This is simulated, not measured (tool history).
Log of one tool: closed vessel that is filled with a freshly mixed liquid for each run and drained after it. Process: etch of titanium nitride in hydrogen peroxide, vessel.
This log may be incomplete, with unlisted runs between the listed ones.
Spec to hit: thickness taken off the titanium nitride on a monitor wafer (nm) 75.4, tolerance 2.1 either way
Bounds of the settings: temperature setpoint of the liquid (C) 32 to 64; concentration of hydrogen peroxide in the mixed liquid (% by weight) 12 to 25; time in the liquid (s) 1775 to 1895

run  hour  temperature setpoint of the liquid (C)  concentration of hydrogen peroxide in the mixed liquid (% by weight)  time in the liquid (s)  thickness taken off the titanium nitride on a monitor wafer (nm)
  1     0                                      48                                                                    17                    1775                                                            35.917
  2   8.6                                      48                                                                    15                    1775                                                            35.367
  3  14.9                                      52                                                                    15                    1775                                                            47.519
  4  18.5                                      54                                                                    15                    1775                                                            54.538
  5  23.5                                      54                                                                  12.5                    1775                                                            51.551
  6  30.9                                    55.5                                                                  12.5                    1775                                                            56.926
  7  35.7                                    56.5                                                                  12.5                    1775                                                            62.884
  8  41.7                                      57                                                                  12.5                    1775                                                            63.674
  9  43.9                                    57.5                                                                  12.5                    1775                                                            66.053
 10  47.6                                      58                                                                  12.5                    1775                                                            67.819
 11  54.2                                    58.5                                                                  12.5                    1775                                                            70.844

Which of these 5 next moves meets every target?
  A  60.8                                      57                                                                  15.5                    1870                                                                 ?
  B  60.8                                    57.5                                                                  12.5                    1775                                                                 ?
  C  60.8                                      59                                                                  12.5                    1800                                                                 ?
  D  60.8                                      58                                                                    12                    1840                                                                 ?
  E  60.8                                      57                                                                  13.5                    1800                                                                 ?

move  thickness taken off the titanium nitride on a monitor wafer (nm)
   A                                                            70.775
   B                                                            66.473
   C                                                            74.724
   D                                                            70.717
   E                                                            66.176
A: just as far off the targets as the last run
B: misses by more than the last run did
C: all results land within tolerance of their targets
D: just as far off the targets as the last run
E: misses by more than the last run did
Move C is the one to make.
